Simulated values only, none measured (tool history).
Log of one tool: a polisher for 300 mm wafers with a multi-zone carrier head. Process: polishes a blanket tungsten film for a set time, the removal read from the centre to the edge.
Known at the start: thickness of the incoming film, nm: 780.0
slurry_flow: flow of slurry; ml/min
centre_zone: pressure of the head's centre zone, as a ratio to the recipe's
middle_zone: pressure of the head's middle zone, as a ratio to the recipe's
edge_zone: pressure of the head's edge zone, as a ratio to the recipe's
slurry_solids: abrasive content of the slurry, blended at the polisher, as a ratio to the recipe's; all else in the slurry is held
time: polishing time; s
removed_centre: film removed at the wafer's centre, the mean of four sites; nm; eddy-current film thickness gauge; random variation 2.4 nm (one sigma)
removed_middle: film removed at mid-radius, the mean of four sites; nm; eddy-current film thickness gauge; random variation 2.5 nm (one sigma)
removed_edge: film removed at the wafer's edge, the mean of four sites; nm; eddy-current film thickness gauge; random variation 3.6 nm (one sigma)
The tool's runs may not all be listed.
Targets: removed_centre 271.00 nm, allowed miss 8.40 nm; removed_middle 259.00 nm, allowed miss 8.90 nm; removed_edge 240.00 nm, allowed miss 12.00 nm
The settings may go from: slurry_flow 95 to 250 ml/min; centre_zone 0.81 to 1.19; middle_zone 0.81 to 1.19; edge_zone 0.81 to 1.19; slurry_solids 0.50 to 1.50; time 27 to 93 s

run  hour  slurry_flow  centre_zone  middle_zone  edge_zone  slurry_solids  time  removed_centre  removed_middle  removed_edge
  1   0.0          160         1.00         1.00       1.00           1.00    59          300.56          291.84        292.45
  2   3.8          160         1.00         1.00       1.00           0.95    59          291.56          287.63        289.78
  3  12.1          160         1.00         1.00       0.96           0.95    59          293.60          284.97        274.23
  4  20.2          150         1.00         0.99       0.94           0.95    59          284.22          281.76        280.09
  5  28.5          150         1.00         0.99       0.94           0.75    59          274.82          265.38        262.64
  6  34.8          150         1.00         0.99       0.92           0.70    59          267.71          263.49        257.15
  7  35.8          155         1.01         0.99       0.90           0.70    59          275.24          266.06        260.72
  8  43.2          140         1.05         1.04       0.82           0.50    58          257.98          245.78        218.01
  9  44.8          145         1.05         1.04       0.84           0.50    58          258.47          248.74        222.55
 10  51.2          150         1.05         1.04       0.85           0.50    58          256.44          249.13        225.66
 11  56.1          155         1.06         1.04       0.86           0.50    58          258.02          249.22        231.54

Which of these 4 next moves meets every target?
  A  61.0          145         1.14         0.93       0.96           0.50    61               ?               ?             ?
  B  61.0          195         1.05         1.03       0.89           0.70    53               ?               ?             ?
  C  61.0          125         1.02         1.05       0.89           0.50    57               ?               ?             ?
  D  61.0          250         0.96         1.01       1.03           0.75    50               ?               ?             ?

move  removed_centre  removed_middle  removed_edge
   A          292.79          238.52        249.95
   B          269.69          257.86        235.41
   C          235.43          238.35        219.47
   D          245.74          251.63        248.16
A: takes the result that was furthest off past its target
B: meets every target
C: further off than the last run
D: further off than the last run
Answer: B
